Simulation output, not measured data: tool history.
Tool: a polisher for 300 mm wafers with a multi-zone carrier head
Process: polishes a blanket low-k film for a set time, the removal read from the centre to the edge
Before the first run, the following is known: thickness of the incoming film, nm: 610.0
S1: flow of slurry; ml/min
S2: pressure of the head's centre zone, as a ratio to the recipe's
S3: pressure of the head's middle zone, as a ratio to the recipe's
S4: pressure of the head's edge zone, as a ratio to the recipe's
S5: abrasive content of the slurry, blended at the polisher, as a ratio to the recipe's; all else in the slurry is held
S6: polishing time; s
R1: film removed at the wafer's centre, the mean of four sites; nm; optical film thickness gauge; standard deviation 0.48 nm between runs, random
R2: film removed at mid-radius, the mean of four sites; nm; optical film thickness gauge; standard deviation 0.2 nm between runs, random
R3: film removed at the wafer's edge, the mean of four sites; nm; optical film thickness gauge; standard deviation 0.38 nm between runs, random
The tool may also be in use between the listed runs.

Run 1, hour 0.0: S1 305 ml/min, S2 1.00, S3 1.00, S4 1.00, S5 1.0, S6 47 s. Result: R1 23.506 nm, R2 23.094 nm, R3 23.702 nm.
Run 2, hour 2.9: S1 305 ml/min, S2 1.00, S3 1.00, S4 1.06, S5 1.0, S6 47 s. Result: R1 23.796 nm, R2 23.155 nm, R3 23.769 nm.
Run 3, hour 9.2: S1 305 ml/min, S2 1.00, S3 0.92, S4 1.06, S5 1.0, S6 47 s. Result: R1 23.509 nm, R2 22.034 nm, R3 24.516 nm.
Run 4, hour 14.8: S1 305 ml/min, S2 1.01, S3 0.91, S4 1.07, S5 1.1, S6 48 s. Result: R1 24.637 nm, R2 23.778 nm, R3 26.272 nm.
Run 5, hour 16.9: S1 305 ml/min, S2 1.05, S3 0.91, S4 1.07, S5 1.1, S6 48 s. Result: R1 26.919 nm, R2 23.811 nm, R3 26.217 nm.
Run 6, hour 25.9: S1 305 ml/min, S2 1.05, S3 0.91, S4 1.07, S5 1.1, S6 59 s. Result: R1 32.466 nm, R2 29.231 nm, R3 31.866 nm.
Run 7, hour 33.7: S1 305 ml/min, S2 1.05, S3 0.90, S4 1.08, S5 1.1, S6 59 s. Result: R1 32.507 nm, R2 28.910 nm, R3 32.726 nm.

Forecast run 8:
Run 8, hour 38.2: S1 310 ml/min, S2 1.05, S3 0.90, S4 1.09, S5 1.1, S6 59 s. Result: R1 ?, R2 ?, R3 ?.

R1: 32.912 nm
R2: 29.141 nm
R3: 32.442 nm

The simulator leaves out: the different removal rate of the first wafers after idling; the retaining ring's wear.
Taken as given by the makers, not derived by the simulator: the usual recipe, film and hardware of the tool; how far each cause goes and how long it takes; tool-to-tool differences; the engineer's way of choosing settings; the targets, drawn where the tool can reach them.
